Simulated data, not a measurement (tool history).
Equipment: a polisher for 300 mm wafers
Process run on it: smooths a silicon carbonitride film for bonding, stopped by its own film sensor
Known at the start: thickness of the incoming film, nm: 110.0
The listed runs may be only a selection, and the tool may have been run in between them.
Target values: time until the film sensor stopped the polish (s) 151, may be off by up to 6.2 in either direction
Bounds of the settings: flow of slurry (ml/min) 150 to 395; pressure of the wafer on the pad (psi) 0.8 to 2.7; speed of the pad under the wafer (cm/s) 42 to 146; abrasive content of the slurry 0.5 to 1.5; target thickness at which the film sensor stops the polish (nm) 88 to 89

run	hour	flow of slurry (ml/min)	pressure of the wafer on the pad (psi)	speed of the pad under the wafer (cm/s)	abrasive content of the slurry	target thickness at which the film sensor stops the polish (nm)	time until the film sensor stopped the polish (s)
1	0	250	1.7	94	1	89	114.2
2	4.2	250	1.5	94	1	89	128.08
3	10.9	250	1.5	84	1	89	139.25
4	16.5	280	1.5	84	1	89	138.72
5	23.1	280	1.5	84	1	88	141.55
6	25	275	1.5	84	1	88	142.56
# hour 31: slurry nozzle cleaned
7	31	270	1.5	84	1	88	138.74
8	31.9	270	1.5	84	1	88	144.76
9	39.5	265	1.5	84	1	88	138.77
10	42.6	265	1.5	84	1	88	140.8

5 candidate next runs follow, results not yet known. Just one meets every target within its allowed miss. Identify it.
A	45.7	265	1.3	92	1	88	?
B	45.7	275	1.7	60	0.95	88	?
C	45.7	280	1.7	80	0.9	88	?
D	45.7	245	1.3	80	0.95	88	?
E	45.7	220	1.3	82	1	88	?

move	time until the film sensor stopped the polish (s)
A	152.7
B	164.06
C	137.05
D	175.06
E	169.7
A: all results land within tolerance of their targets
B: takes the biggest miss from the last run beyond its target
C: misses by more than the last run did
D: takes the biggest miss from the last run beyond its target
E: takes the biggest miss from the last run beyond its target
The move that meets every target is A.
